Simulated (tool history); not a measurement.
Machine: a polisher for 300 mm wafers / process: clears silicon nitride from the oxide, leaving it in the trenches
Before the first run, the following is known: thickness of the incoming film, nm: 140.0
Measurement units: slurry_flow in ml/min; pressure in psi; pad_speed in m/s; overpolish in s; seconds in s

Run 1, hour 0: slurry_flow 320 ml/min, pressure 3.4 psi, pad_speed 1.3 m/s, overpolish 5 s. Result: seconds 88.708 s.
Run 2, hour 4.7: slurry_flow 320 ml/min, pressure 3.3 psi, pad_speed 1.3 m/s, overpolish 5 s. Result: seconds 87.259 s.
Run 3, hour 5.8: slurry_flow 320 ml/min, pressure 3.2 psi, pad_speed 1.3 m/s, overpolish 5 s. Result: seconds 89.535 s.
Run 4, hour 7.7: slurry_flow 320 ml/min, pressure 3.2 psi, pad_speed 1.56 m/s, overpolish 5 s. Result: seconds 78.519 s.
Run 5, hour 13.8: slurry_flow 250 ml/min, pressure 3.2 psi, pad_speed 1.56 m/s, overpolish 5 s. Result: seconds 80.171 s.
Run 6, hour 15.3: slurry_flow 250 ml/min, pressure 3.6 psi, pad_speed 1.56 m/s, overpolish 5 s. Result: seconds 71.277 s.
Run 7, hour 17.2: slurry_flow 250 ml/min, pressure 3.4 psi, pad_speed 1.56 m/s, overpolish 5 s. Result: seconds 76.006 s.

Expected results for the next run?
Run 8, hour 18.8: slurry_flow 250 ml/min, pressure 3.2 psi, pad_speed 1.56 m/s, overpolish 5 s. Result: seconds ?.

{"run 8": {"seconds": 80.103}}
